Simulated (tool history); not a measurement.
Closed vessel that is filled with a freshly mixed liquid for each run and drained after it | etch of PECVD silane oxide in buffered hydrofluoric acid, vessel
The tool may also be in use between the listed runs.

| run | hour | temperature setpoint of the liquid (C) | parts of 40 % ammonium fluoride to one part of 49 % hydrofluoric acid (parts by volume) | time in the liquid (s) | thickness taken off the PECVD silane oxide on a monitor wafer (nm) |
|---|---|---|---|---|---|
| 1 | 0.0 | 23.0 | 24.0 | 120 | 107.37 |
| 2 | 1.4 | 25.5 | 23.0 | 120 | 127.92 |
| 3 | 7.9 | 27.5 | 22.5 | 120 | 145.55 |
| 4 | 14.4 | 28.5 | 22.5 | 120 | 151.79 |
| 5 | 20.5 | 29.5 | 22.0 | 120 | 163.34 |
| 6 | 28.7 | 29.5 | 17.5 | 120 | 197.06 |
| 7 | 34.2 | 29.0 | 17.5 | 120 | 194.23 |

Run 8 is up next; what results do you expect?
| 8 | 43.1 | 28.5 | 17.5 | 120 | ? |

thickness taken off the PECVD silane oxide on a monitor wafer (nm): 188.93

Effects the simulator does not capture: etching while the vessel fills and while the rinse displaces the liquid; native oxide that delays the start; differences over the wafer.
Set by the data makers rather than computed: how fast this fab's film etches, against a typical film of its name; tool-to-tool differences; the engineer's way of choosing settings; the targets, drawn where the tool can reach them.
